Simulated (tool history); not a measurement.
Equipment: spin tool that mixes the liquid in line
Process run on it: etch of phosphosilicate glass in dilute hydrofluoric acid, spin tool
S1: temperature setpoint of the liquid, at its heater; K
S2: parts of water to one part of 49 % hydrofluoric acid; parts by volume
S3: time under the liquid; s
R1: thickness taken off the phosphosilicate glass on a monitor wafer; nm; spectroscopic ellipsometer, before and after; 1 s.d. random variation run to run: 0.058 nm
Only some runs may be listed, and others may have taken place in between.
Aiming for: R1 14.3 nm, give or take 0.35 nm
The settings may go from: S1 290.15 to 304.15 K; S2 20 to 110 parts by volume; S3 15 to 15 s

{"run": 1, "hour": 0.0, "S1": 296.15, "S2": 60, "S3": 15, "R1": 28.681}
{"run": 2, "hour": 2.1, "S1": 296.15, "S2": 80, "S3": 15, "R1": 20.909}
{"run": 3, "hour": 7.3, "S1": 296.15, "S2": 90, "S3": 15, "R1": 18.196}
{"run": 4, "hour": 11.7, "S1": 294.65, "S2": 90, "S3": 15, "R1": 17.287}
{"run": 5, "hour": 13.9, "S1": 293.65, "S2": 90, "S3": 15, "R1": 16.59}
{"run": 6, "hour": 20.9, "S1": 293.65, "S2": 90, "S3": 15, "R1": 16.544}
{"run": 7, "hour": 24.1, "S1": 292.65, "S2": 90, "S3": 15, "R1": 15.875}
{"run": 8, "hour": 33.0, "S1": 292.15, "S2": 90, "S3": 15, "R1": 15.5}
{"run": 9, "hour": 34.7, "S1": 291.65, "S2": 90, "S3": 15, "R1": 15.211}
{"run": 10, "hour": 43.1, "S1": 291.15, "S2": 90, "S3": 15, "R1": 14.915}

Which one of the following 4 next-run settings gets every result inside its allowed miss? There is exactly one.
{"run": "A", "hour": 51.5, "S1": 291.65, "S2": 100, "S3": 15, "R1": "?"}
{"run": "B", "hour": 51.5, "S1": 291.15, "S2": 100, "S3": 15, "R1": "?"}
{"run": "C", "hour": 51.5, "S1": 290.15, "S2": 90, "S3": 15, "R1": "?"}
{"run": "D", "hour": 51.5, "S1": 291.65, "S2": 90, "S3": 15, "R1": "?"}

move=A R1=13.442
move=B R1=13.165
move=C R1=14.173
move=D R1=15.099
A: takes the biggest miss from the last run beyond its target
B: takes the biggest miss from the last run beyond its target
C: every result lands within tolerance
D: moves away from the targets compared with the last run
Go with C: it meets all targets.
